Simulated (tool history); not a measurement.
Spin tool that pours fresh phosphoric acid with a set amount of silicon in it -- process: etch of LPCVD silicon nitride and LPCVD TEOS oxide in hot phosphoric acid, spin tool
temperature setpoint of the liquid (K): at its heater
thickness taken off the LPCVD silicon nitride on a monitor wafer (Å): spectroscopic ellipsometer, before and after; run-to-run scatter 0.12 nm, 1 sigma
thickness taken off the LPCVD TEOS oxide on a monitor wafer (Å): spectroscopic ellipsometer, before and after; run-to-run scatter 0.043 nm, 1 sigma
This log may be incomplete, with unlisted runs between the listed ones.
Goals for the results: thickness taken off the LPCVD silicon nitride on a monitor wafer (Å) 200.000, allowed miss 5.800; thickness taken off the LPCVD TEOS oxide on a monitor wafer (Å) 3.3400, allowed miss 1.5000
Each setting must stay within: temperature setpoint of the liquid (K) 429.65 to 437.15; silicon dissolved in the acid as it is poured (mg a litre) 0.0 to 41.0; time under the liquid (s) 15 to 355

| run | hour | temperature setpoint of the liquid (K) | silicon dissolved in the acid as it is poured (mg a litre) | time under the liquid (s) | thickness taken off the LPCVD silicon nitride on a monitor wafer (Å) | thickness taken off the LPCVD TEOS oxide on a monitor wafer (Å) |
|---|---|---|---|---|---|---|
| 1 | 0.0 | 432.15 | 18.0 | 180 | 134.370 | 2.3473 |
| 2 | 3.1 | 432.65 | 18.5 | 185 | 140.000 | 2.8885 |
| 3 | 5.0 | 432.65 | 18.5 | 145 | 109.770 | 1.8569 |
| 4 | 8.6 | 431.65 | 18.5 | 145 | 106.260 | 1.5546 |
| 5 | 13.1 | 432.15 | 20.5 | 155 | 114.760 | 1.9773 |
| 6 | 19.2 | 432.15 | 20.5 | 90 | 67.277 | 1.2294 |
| 7 | 24.0 | 432.15 | 20.5 | 90 | 67.467 | 1.2748 |
| 8 | 27.6 | 432.15 | 19.5 | 105 | 78.333 | 1.5714 |
| 9 | 31.8 | 432.15 | 18.5 | 120 | 90.008 | 1.6190 |
| 10 | 39.9 | 432.15 | 16.5 | 130 | 97.002 | 1.7556 |
| 11 | 41.2 | 432.15 | 15.0 | 140 | 104.570 | 2.3631 |
| 12 | 47.3 | 432.15 | 15.0 | 150 | 112.130 | 1.8519 |
| 13 | 54.6 | 432.15 | 13.5 | 155 | 115.580 | 2.0808 |
| 14 | 56.3 | 432.15 | 13.0 | 165 | 121.950 | 2.8082 |
| 15 | 59.5 | 432.15 | 14.0 | 170 | 127.990 | 2.2165 |
| 16 | 60.8 | 432.15 | 13.5 | 175 | 131.960 | 2.2199 |
| 17 | 66.9 | 432.15 | 13.5 | 175 | 130.160 | 3.7533 |

Pick the move, out of 4, that brings all results within their allowed miss; only one does.
| A | 73.0 | 432.65 | 21.5 | 280 | ? | ? |
| B | 73.0 | 433.65 | 34.0 | 330 | ? | ? |
| C | 73.0 | 431.65 | 23.0 | 270 | ? | ? |
| D | 73.0 | 432.65 | 8.5 | 215 | ? | ? |

| move | thickness taken off the LPCVD silicon nitride on a monitor wafer (Å) | thickness taken off the LPCVD TEOS oxide on a monitor wafer (Å) |
|---|---|---|
| A | 214.600 | 4.4387 |
| B | 261.560 | 3.5316 |
| C | 200.070 | 3.7952 |
| D | 164.780 | 4.7309 |
A: moves the result that the last run missed by most past its target, out the other side
B: moves the result that the last run missed by most past its target, out the other side
C: meets every target
D: closes in on the targets versus the last run, not all within tolerance yet
C meets every target.
